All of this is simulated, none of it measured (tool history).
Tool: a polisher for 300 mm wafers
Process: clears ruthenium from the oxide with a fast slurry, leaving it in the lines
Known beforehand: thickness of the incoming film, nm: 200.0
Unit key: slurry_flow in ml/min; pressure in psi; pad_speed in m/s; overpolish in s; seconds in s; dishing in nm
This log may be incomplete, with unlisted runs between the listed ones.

run	hour	slurry_flow	pressure	pad_speed	slurry_solids	overpolish	seconds	dishing
1	0	125	3.1	1.24	1	19	35.607	81.477
2	6	130	3.2	1.24	1	19	34.498	85.603
3	14.8	135	3.3	1.24	1	19	33.183	89.701
4	20.9	140	3.4	1.24	1	19	32.733	88.225
5	26.6	140	3.4	1.24	0.9	19	34.18	88.249
6	29.2	140	3	1.24	0.9	19	38.631	78.045

For run 7, what comes out?
7	33.5	140	3.2	1.24	0.9	19	?	?

seconds: 36.25 s
dishing: 82.713 nm

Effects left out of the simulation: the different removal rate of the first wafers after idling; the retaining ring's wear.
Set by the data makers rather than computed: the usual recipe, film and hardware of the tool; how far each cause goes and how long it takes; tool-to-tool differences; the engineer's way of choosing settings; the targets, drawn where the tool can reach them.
